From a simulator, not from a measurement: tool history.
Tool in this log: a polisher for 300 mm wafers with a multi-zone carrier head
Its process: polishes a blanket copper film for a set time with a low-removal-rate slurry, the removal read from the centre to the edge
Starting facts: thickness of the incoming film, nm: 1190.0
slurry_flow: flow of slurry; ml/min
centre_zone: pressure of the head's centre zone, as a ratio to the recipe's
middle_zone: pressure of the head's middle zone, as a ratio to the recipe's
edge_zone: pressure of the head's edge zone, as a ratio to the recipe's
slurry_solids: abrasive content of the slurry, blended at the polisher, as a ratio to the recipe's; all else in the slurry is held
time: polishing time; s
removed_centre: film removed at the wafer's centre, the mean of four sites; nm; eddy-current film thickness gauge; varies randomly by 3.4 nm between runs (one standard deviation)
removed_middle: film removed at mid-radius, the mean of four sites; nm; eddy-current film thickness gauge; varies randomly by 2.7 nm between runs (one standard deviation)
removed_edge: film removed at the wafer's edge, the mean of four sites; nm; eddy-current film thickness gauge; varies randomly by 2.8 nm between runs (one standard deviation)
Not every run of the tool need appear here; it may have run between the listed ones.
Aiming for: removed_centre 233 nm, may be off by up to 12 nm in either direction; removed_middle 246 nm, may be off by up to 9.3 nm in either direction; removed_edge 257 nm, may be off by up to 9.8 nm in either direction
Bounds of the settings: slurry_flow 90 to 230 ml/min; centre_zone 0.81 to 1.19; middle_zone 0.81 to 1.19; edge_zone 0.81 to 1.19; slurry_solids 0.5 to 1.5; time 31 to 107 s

run  hour  slurry_flow  centre_zone  middle_zone  edge_zone  slurry_solids  time  removed_centre  removed_middle  removed_edge
  1     0          150            1            1          1              1    69          315.01          304.83        304.84
  2   0.6          150            1            1          1            1.1    69          315.56          310.44        309.28
  3   2.3          145         0.96         0.98       0.98              1    68          290.17          296.27        301.86
  4     6          145         0.96         0.98       0.98              1    79          343.77          346.05        352.98
  5  11.3          140         0.95         0.97       0.97            0.9    75          319.92          315.88        321.03
  6    13          135         0.92         0.96       0.97            0.8    73          287.72          294.09        304.49
  7  17.1          130          0.9         0.95       0.96           0.75    72          274.95          279.38        291.18
  8  18.1          125         0.88         0.94       0.95            0.7    72          264.23          274.12        286.93
  9  26.5          120         0.87         0.93       0.93           0.65    72          255.12           265.4        274.16

Below are 4 possible settings for the next run. Only one of them brings all results inside the allowed miss of their targets. Which is it?
  A  34.9          145         0.93         1.01       0.82            0.6    69               ?               ?             ?
  B  34.9          110         0.81         0.96       0.97           0.65    65               ?               ?             ?
  C  34.9          110         0.87         0.94       0.92           0.65    67               ?               ?             ?
  D  34.9           95         1.03         1.04       0.81           0.85    64               ?               ?             ?

move  removed_centre  removed_middle  removed_edge
   A          258.64          276.15        260.94
   B          209.02          243.59        257.73
   C          229.65          246.64         260.7
   D          263.59          265.07        247.83
A: its largest miss is bigger than the last run's
B: corrects the largest miss of the last run, while another result sits out of spec
C: meets every target
D: its largest miss is bigger than the last run's
The right move is C.
